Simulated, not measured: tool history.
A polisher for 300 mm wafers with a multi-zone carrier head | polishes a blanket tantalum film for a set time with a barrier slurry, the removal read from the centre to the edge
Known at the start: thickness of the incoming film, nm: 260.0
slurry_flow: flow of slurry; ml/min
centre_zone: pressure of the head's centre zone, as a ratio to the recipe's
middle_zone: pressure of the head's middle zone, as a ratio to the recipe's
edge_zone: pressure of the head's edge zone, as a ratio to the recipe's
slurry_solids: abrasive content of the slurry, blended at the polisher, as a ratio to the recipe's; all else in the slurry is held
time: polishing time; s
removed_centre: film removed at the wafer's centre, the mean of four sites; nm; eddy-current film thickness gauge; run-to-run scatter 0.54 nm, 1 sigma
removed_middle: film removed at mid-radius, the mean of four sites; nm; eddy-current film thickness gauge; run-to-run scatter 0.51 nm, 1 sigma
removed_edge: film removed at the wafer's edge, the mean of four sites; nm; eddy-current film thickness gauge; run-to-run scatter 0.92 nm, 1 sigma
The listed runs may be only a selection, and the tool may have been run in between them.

run,day,slurry_flow,centre_zone,middle_zone,edge_zone,slurry_solids,time,removed_centre,removed_middle,removed_edge
1,0.000,205,1.00,1.00,1.00,1.00,43,92.285,92.320,93.437
2,0.350,200,0.97,0.99,0.96,0.85,41,82.588,82.397,80.608
3,0.392,185,0.92,0.98,0.96,0.75,40,70.293,74.654,75.867
4,0.571,185,0.98,0.98,0.96,0.75,40,74.974,75.095,73.432
5,0.658,185,0.98,0.98,0.96,0.75,36,67.928,66.780,66.114
6,0.712,220,0.98,0.98,0.96,0.75,36,68.958,69.507,68.939
7,1.050,205,0.95,0.98,0.94,0.70,36,64.668,65.663,64.375

What will run 8 give?
8,1.304,200,0.93,0.99,0.94,0.70,36,?,?,?

{"run 8": {"removed_centre": 64.068, "removed_middle": 66.832, "removed_edge": 65.562}}
